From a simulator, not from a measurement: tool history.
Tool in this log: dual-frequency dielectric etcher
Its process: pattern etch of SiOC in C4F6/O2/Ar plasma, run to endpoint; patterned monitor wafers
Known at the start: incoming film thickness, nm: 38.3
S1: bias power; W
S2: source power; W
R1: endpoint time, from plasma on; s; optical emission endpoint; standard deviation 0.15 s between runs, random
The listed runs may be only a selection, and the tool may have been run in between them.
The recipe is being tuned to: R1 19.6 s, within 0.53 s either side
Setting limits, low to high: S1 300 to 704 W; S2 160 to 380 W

Run 1, hour 0: S1 502 W, S2 270 W. Result: R1 15.323 s.
Run 2, hour 8.6: S1 502 W, S2 240 W. Result: R1 15.845 s.
Run 3, hour 13.7: S1 502 W, S2 270 W. Result: R1 15.154 s.
Run 4, hour 20.9: S1 467 W, S2 250 W. Result: R1 16.35 s.
Run 5, hour 22.8: S1 440 W, S2 250 W. Result: R1 16.75 s.
Run 6, hour 23.5: S1 417 W, S2 250 W. Result: R1 17.022 s.
Run 7, hour 30.7: S1 397 W, S2 240 W. Result: R1 17.966 s.
Run 8, hour 37.3: S1 384 W, S2 240 W. Result: R1 18.133 s.
Run 9, hour 42.2: S1 372 W, S2 240 W. Result: R1 18.302 s.
Run 10, hour 47.7: S1 361 W, S2 240 W. Result: R1 18.654 s.

Which of these 5 next moves meets every target?
Run A, hour 53.2: S1 353 W, S2 250 W. Result: R1 ?.
Run B, hour 53.2: S1 353 W, S2 260 W. Result: R1 ?.
Run C, hour 53.2: S1 328 W, S2 210 W. Result: R1 ?.
Run D, hour 53.2: S1 349 W, S2 220 W. Result: R1 ?.
Run E, hour 53.2: S1 343 W, S2 190 W. Result: R1 ?.

move      R1
   A   18.53
   B  18.248
   C  20.516
   D  19.583
   E  20.913
A: its largest miss is bigger than the last run's
B: its largest miss is bigger than the last run's
C: takes the result that was furthest off past its target
D: every result within its allowed miss
E: takes the result that was furthest off past its target
D meets every target.
